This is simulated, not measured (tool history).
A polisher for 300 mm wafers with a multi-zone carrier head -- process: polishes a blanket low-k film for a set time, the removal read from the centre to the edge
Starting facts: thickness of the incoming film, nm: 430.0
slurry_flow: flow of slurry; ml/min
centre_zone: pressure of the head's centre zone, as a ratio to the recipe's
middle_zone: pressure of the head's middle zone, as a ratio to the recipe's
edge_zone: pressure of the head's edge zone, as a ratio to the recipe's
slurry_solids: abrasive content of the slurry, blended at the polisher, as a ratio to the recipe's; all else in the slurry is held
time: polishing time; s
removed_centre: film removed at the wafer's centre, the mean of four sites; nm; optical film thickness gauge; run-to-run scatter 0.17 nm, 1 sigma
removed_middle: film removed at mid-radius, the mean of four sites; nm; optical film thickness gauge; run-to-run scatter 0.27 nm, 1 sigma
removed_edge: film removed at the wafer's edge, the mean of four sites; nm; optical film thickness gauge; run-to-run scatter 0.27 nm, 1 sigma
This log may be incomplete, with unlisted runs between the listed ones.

run,day,slurry_flow,centre_zone,middle_zone,edge_zone,slurry_solids,time,removed_centre,removed_middle,removed_edge
1,0.000,235,1.00,1.00,1.00,1.00,33,12.574,12.585,12.702
2,0.162,240,1.01,1.02,1.02,1.10,34,13.518,13.821,13.656
3,0.317,240,1.06,1.02,1.02,1.10,34,14.217,14.249,13.400
4,0.671,260,1.06,1.02,1.02,1.10,34,14.446,13.703,13.600
5,0.858,260,1.05,1.03,1.03,1.15,35,14.583,14.737,14.694
6,1.129,260,1.07,1.04,1.04,1.20,36,15.802,15.742,15.330
7,1.179,260,1.08,1.05,1.05,1.25,36,16.136,15.945,15.601
8,1.429,260,1.08,1.07,1.06,1.30,37,16.694,16.783,16.210
9,1.750,260,1.08,1.08,1.07,1.35,38,17.539,17.529,16.738
10,1.962,270,1.07,1.09,1.08,1.40,39,18.165,18.429,17.439
11,2.246,270,1.06,1.10,1.09,1.40,40,18.645,19.042,18.259
12,2.558,270,1.05,1.11,1.10,1.40,40,18.074,19.445,17.960

Run 13, settings as shown, results not yet in. Your forecast:
13,2.800,270,1.05,1.11,1.11,1.40,40,?,?,?

Run 13 gave removed_centre 18.307 nm, removed_middle 18.633 nm, removed_edge 18.220 nm.

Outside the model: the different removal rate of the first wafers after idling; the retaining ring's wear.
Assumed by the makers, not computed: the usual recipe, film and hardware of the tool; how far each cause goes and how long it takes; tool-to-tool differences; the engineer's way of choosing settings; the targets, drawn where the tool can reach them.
